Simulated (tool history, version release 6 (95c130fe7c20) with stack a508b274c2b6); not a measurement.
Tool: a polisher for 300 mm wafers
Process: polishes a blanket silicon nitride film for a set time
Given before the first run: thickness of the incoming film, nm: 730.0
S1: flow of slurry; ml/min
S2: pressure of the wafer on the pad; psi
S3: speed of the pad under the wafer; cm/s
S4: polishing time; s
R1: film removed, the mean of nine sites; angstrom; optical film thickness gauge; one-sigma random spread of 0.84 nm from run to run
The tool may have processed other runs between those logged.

run 1 day=0 | S1=235 S2=3.1 S3=108 S4=97 | R1=1665.4
run 2 day=0.088 | S1=230 S2=3 S3=108 S4=97 | R1=1616.6
run 3 day=0.167 | S1=230 S2=3 S3=108 S4=102 | R1=1683.5
run 4 day=0.454 | S1=210 S2=3 S3=108 S4=102 | R1=1677.1
run 5 day=0.642 | S1=205 S2=2.9 S3=108 S4=102 | R1=1639.1
run 6 day=0.896 | S1=205 S2=2.8 S3=108 S4=102 | R1=1582.7

Predict the results of run 7:
run 7 day=1.229 | S1=205 S2=2.7 S3=108 S4=102 | R1=?

{"run 7": {"R1": 1535.6}}
